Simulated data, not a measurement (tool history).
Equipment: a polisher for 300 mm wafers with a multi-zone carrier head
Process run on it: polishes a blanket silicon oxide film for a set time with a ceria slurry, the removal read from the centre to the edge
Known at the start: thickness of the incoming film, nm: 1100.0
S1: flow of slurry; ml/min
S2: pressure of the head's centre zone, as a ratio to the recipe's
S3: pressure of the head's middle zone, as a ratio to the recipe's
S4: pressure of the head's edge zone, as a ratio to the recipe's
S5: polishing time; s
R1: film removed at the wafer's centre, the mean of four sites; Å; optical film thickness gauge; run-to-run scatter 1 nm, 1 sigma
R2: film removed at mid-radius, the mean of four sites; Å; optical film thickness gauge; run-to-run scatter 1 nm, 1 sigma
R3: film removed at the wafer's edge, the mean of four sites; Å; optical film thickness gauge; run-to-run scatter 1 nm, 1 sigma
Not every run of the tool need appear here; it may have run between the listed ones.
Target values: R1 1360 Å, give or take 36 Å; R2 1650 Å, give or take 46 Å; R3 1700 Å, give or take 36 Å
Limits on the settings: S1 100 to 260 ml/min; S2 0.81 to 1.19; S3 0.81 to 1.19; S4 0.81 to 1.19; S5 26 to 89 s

run  hour   S1    S2    S3    S4  S5      R1      R2      R3
  1     0  165     1     1     1  57  2372.3  2325.9  2433.4
  2   1.3  150  0.96     1  0.99  53  2075.1  2149.4  2208.3
  3     5  140  0.93  0.99  0.99  50  1881.2  2022.2  2064.2
  4  11.1  130   0.9  0.98  0.99  48  1712.7  1892.4  1967.2
  5  13.1  125  0.88  0.97  0.98  47  1615.6  1821.3  1912.8
  6  13.9  100  0.88  0.97  0.98  47  1564.1  1765.1  1858.5
  7  18.2  100  0.86  0.97  0.97  46  1487.4  1726.1    1826
  8    26  100  0.81  0.96  0.87  44    1358  1634.7  1648.8

Which one of the following 4 next-run settings gets every result inside its allowed miss? There is exactly one.
  A  33.8  115  0.83  0.99  0.89  42   ?   ?   ?
  B  33.8  100  0.81  0.87  0.91  44   ?   ?   ?
  C  33.8  115  0.85  0.99  0.82  44   ?   ?   ?
  D  33.8  100  0.82  0.98  0.94  44   ?   ?   ?

move      R1      R2      R3
   A  1372.5  1641.4  1620.3
   B  1363.4  1529.8  1687.1
   C  1472.9  1719.5  1640.3
   D  1381.3  1665.6  1708.9
A: its largest miss is bigger than the last run's
B: puts the biggest miss on target and leaves a different result outside tolerance
C: its largest miss is bigger than the last run's
D: meets every target
Move D is the one to make.
